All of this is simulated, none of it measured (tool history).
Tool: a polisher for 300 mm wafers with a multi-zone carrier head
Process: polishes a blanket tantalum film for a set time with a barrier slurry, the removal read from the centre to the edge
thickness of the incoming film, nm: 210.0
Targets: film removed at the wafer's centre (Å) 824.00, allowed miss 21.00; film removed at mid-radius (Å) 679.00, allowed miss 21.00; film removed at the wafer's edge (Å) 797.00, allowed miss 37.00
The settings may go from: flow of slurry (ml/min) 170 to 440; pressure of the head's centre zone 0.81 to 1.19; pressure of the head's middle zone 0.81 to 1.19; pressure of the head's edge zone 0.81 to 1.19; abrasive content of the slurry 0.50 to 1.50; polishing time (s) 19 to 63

run	hour	flow of slurry (ml/min)	pressure of the head's centre zone	pressure of the head's middle zone	pressure of the head's edge zone	abrasive content of the slurry	polishing time (s)	film removed at the wafer's centre (Å)	film removed at mid-radius (Å)	film removed at the wafer's edge (Å)
1	0.0	280	1.00	1.00	1.00	1.00	41	726.24	715.34	723.06
2	0.5	280	1.00	1.04	1.00	1.00	41	730.36	745.99	722.91
3	4.7	280	1.00	1.04	1.00	1.15	41	771.17	791.29	761.14
4	10.5	280	0.96	1.04	1.00	1.15	41	734.40	806.98	759.95
5	18.7	280	1.02	1.04	1.00	1.15	41	779.39	792.93	750.27
6	22.1	240	1.02	1.04	1.00	1.15	41	763.95	787.14	739.19
7	25.6	250	1.03	1.01	1.02	1.15	41	781.98	772.54	769.43
8	27.7	255	1.04	0.99	1.02	1.15	41	786.44	748.96	759.50
9	34.0	260	1.05	0.97	1.03	1.15	41	793.74	743.54	757.76
10	38.3	260	1.06	0.95	1.05	1.15	41	796.65	718.21	786.22
11	46.2	265	1.07	0.94	1.05	1.15	41	822.05	708.62	767.19
12	49.6	265	1.07	0.93	1.06	1.15	41	817.68	714.02	784.17
13	51.6	265	1.07	0.92	1.06	1.15	41	813.57	707.12	777.40
14	58.5	265	1.07	0.91	1.07	1.15	41	813.70	709.55	784.75

Which of these 5 next moves meets every target?
A	65.4	200	0.99	0.86	1.00	1.15	45	?	?	?
B	65.4	310	1.09	0.89	1.15	0.95	43	?	?	?
C	65.4	215	1.08	1.01	1.04	1.00	43	?	?	?
D	65.4	275	1.15	0.91	1.09	1.00	43	?	?	?
E	65.4	245	1.09	0.95	1.00	1.25	40	?	?	?

move	film removed at the wafer's centre (Å)	film removed at mid-radius (Å)	film removed at the wafer's edge (Å)
A	792.64	714.67	833.70
B	808.67	677.43	817.15
C	793.04	747.35	774.74
D	862.85	698.04	805.98
E	811.94	719.44	768.98
A: further off than the last run
B: meets every target
C: further off than the last run
D: brings the result that was furthest off to its target, and leaves another outside
E: further off than the last run
The right move is B.
